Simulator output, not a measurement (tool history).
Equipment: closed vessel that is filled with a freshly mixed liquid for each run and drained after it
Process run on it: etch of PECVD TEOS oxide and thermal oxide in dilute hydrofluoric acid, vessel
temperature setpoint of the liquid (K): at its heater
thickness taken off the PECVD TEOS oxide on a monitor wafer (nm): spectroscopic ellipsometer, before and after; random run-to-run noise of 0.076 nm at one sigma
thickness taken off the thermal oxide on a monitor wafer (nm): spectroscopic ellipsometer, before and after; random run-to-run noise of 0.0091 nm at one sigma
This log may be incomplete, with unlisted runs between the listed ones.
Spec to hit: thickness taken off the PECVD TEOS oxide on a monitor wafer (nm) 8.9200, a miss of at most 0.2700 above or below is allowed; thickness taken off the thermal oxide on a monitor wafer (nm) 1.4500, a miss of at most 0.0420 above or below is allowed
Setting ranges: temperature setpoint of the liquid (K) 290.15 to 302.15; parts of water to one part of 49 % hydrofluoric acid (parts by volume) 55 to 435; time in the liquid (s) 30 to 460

run,hour,temperature setpoint of the liquid (K),parts of water to one part of 49 % hydrofluoric acid (parts by volume),time in the liquid (s),thickness taken off the PECVD TEOS oxide on a monitor wafer (nm),thickness taken off the thermal oxide on a monitor wafer (nm)
1,0.0,294.15,245,235,21.2510,3.4459
2,4.4,293.15,280,235,17.2570,2.8305
3,5.0,295.15,280,235,18.8360,3.0153
4,8.2,295.15,280,165,13.1420,2.1170
5,17.0,294.15,295,165,11.9030,1.9144
6,18.3,291.65,295,165,10.7580,1.7605
7,25.4,291.65,305,165,10.4180,1.6655
8,33.8,291.15,310,165,10.0450,1.6121
9,41.3,290.65,315,165,9.5294,1.5662
10,45.0,290.65,320,165,9.3879,1.5293
11,52.4,290.65,325,165,9.3094,1.5052

Exercise: of the 4 proposed moves below, exactly one satisfies all targets within the stated allowed misses. Which move is it?
A,59.8,293.15,355,175,?,?
B,59.8,291.15,430,225,?,?
C,59.8,291.15,385,210,?,?
D,59.8,290.15,135,60,?,?

move,thickness taken off the PECVD TEOS oxide on a monitor wafer (nm),thickness taken off the thermal oxide on a monitor wafer (nm)
A,9.5616,1.5631
B,8.8974,1.4546
C,9.6098,1.5710
D,9.3901,1.5351
A: lands further from the targets than the last run did
B: all results in spec
C: lands further from the targets than the last run did
D: lands further from the targets than the last run did
Answer: B

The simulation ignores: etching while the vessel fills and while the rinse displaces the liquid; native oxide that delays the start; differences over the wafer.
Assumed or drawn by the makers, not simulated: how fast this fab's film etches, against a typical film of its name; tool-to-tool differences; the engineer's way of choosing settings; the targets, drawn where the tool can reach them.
